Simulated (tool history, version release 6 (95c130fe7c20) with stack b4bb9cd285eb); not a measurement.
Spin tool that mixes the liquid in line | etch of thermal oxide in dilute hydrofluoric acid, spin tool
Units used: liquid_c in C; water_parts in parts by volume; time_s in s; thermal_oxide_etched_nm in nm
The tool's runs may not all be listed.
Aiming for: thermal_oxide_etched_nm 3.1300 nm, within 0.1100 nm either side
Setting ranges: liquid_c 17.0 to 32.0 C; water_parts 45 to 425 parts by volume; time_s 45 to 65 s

run	hour	liquid_c	water_parts	time_s	thermal_oxide_etched_nm
1	0.0	24.0	235	65	1.1112
2	7.5	26.0	190	65	1.5432
3	12.1	27.5	160	65	1.9965
4	13.3	27.5	235	65	1.2770
5	16.4	26.0	235	65	1.2088
6	20.1	27.5	195	65	1.6261
7	23.2	29.0	170	65	1.9979
8	28.2	30.0	150	65	2.4011
9	35.2	30.5	140	65	2.6701
10	38.7	31.0	135	65	2.8440
11	39.6	31.5	135	65	2.8759
12	41.0	31.5	130	65	3.0051

5 next moves are on the table. One of them brings every result within its allowed miss. Which?
A	42.4	29.5	85	45	?
B	42.4	30.0	130	65	?
C	42.4	30.5	135	65	?
D	42.4	32.0	140	65	?
E	42.4	30.5	130	65	?

move	thermal_oxide_etched_nm
A	3.1291
B	2.8285
C	2.7551
D	2.7843
E	2.8805
A: every result within its allowed miss
B: its largest miss is bigger than the last run's
C: its largest miss is bigger than the last run's
D: its largest miss is bigger than the last run's
E: its largest miss is bigger than the last run's
Correct choice: A, which meets every target

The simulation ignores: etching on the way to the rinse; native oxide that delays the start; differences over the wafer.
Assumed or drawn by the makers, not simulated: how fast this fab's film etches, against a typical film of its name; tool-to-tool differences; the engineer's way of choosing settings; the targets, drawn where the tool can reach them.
